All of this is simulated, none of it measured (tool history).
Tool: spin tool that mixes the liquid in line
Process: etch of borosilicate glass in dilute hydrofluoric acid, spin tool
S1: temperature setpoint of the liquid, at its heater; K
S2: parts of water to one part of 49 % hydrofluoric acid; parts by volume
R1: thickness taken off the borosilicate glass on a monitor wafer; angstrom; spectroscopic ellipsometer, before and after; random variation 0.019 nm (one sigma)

Run 1, hour 0.0: S1 297.15 K, S2 205 parts by volume, time under the liquid (s) 45. Result: R1 59.815 angstrom.
Run 2, hour 6.6: S1 297.15 K, S2 150 parts by volume, time under the liquid (s) 45. Result: R1 86.836 angstrom.
Run 3, hour 13.2: S1 296.65 K, S2 160 parts by volume, time under the liquid (s) 45. Result: R1 78.236 angstrom.
Run 4, hour 21.2: S1 299.15 K, S2 160 parts by volume, time under the liquid (s) 45. Result: R1 86.772 angstrom.
Run 5, hour 26.8: S1 298.15 K, S2 170 parts by volume, time under the liquid (s) 45. Result: R1 77.840 angstrom.
Run 6, hour 28.2: S1 297.15 K, S2 180 parts by volume, time under the liquid (s) 45. Result: R1 70.190 angstrom.
Run 7, hour 29.1: S1 296.65 K, S2 185 parts by volume, time under the liquid (s) 45. Result: R1 66.714 angstrom.

Run 8 comes next. What will it give?
Run 8, hour 30.0: S1 292.65 K, S2 260 parts by volume, time under the liquid (s) 45. Result: R1 ?.

R1: 37.828 angstrom
